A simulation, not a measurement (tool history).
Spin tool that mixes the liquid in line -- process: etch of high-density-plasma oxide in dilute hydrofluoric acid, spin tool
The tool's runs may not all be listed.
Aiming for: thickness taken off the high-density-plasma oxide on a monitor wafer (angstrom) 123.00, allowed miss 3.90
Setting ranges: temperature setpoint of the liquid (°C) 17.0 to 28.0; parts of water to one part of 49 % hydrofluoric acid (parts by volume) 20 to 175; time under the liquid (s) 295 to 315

run  hour  temperature setpoint of the liquid (°C)  parts of water to one part of 49 % hydrofluoric acid (parts by volume)  time under the liquid (s)  thickness taken off the high-density-plasma oxide on a monitor wafer (angstrom)
  1   0.0                                     20.0                                                                      95                        295                                                                           167.33
  2   6.0                                     20.0                                                                      95                        315                                                                           179.04
  3  13.1                                     18.5                                                                      95                        315                                                                           172.18
  4  13.7                                     21.5                                                                      95                        315                                                                           192.38
  5  16.6                                     18.0                                                                      95                        315                                                                           162.55
  6  25.5                                     18.0                                                                      95                        295                                                                           155.44
  7  28.9                                     18.0                                                                     100                        295                                                                           147.89
  8  35.0                                     18.0                                                                     105                        295                                                                           139.72
  9  42.1                                     17.5                                                                     110                        295                                                                           129.28

Which single option among these 5 for the next run brings every result within its allowed miss of target? Just one does.
  A  49.2                                     19.0                                                                     115                        295                                                                                ?
  B  49.2                                     17.0                                                                     115                        300                                                                                ?
  C  49.2                                     17.0                                                                     105                        295                                                                                ?
  D  49.2                                     18.0                                                                     110                        295                                                                                ?
  E  49.2                                     18.0                                                                     110                        305                                                                                ?

move  thickness taken off the high-density-plasma oxide on a monitor wafer (angstrom)
   A                                                                           133.12
   B                                                                           124.61
   C                                                                           135.58
   D                                                                           134.25
   E                                                                           138.80
A: the biggest miss grows against the last run
B: every result lands within tolerance
C: the biggest miss grows against the last run
D: the biggest miss grows against the last run
E: the biggest miss grows against the last run
So the answer is move B, the one that meets all the targets.

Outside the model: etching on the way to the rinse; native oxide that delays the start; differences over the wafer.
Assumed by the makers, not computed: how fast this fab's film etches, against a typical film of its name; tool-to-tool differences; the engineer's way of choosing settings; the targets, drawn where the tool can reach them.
